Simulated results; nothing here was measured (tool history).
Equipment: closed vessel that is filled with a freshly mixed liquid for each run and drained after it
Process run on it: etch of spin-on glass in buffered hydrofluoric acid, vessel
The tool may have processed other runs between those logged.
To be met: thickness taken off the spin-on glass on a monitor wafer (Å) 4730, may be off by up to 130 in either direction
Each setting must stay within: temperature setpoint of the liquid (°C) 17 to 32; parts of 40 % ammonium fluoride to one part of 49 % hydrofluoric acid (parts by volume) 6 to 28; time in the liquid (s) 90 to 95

run,hour,temperature setpoint of the liquid (°C),parts of 40 % ammonium fluoride to one part of 49 % hydrofluoric acid (parts by volume),time in the liquid (s),thickness taken off the spin-on glass on a monitor wafer (Å)
1,0,24,17,90,2713.7
2,8.1,24,17,90,2718.4
3,12.5,26.5,16.5,90,3187.6
4,16,28,16,90,3561.1
5,20.5,28,14,90,4056.1
6,27,29,14,90,4301.9
7,30.7,29.5,14,90,4381.3
8,32,30,14,90,4518.9

Below are 5 possible settings for the next run. Only one of them brings all results inside the allowed miss of their targets. Which is it?
A,33.3,32,14.5,95,?
B,33.3,32,13.5,90,?
C,33.3,30.5,13.5,95,?
D,33.3,30,13,95,?
E,33.3,29,12.5,90,?

move,thickness taken off the spin-on glass on a monitor wafer (Å)
A,5041
B,5121.4
C,4999.3
D,5053
E,4718.8
A: carries the result that was furthest off beyond its target, to the other side
B: carries the result that was furthest off beyond its target, to the other side
C: carries the result that was furthest off beyond its target, to the other side
D: carries the result that was furthest off beyond its target, to the other side
E: every result lands within tolerance
Answer: E
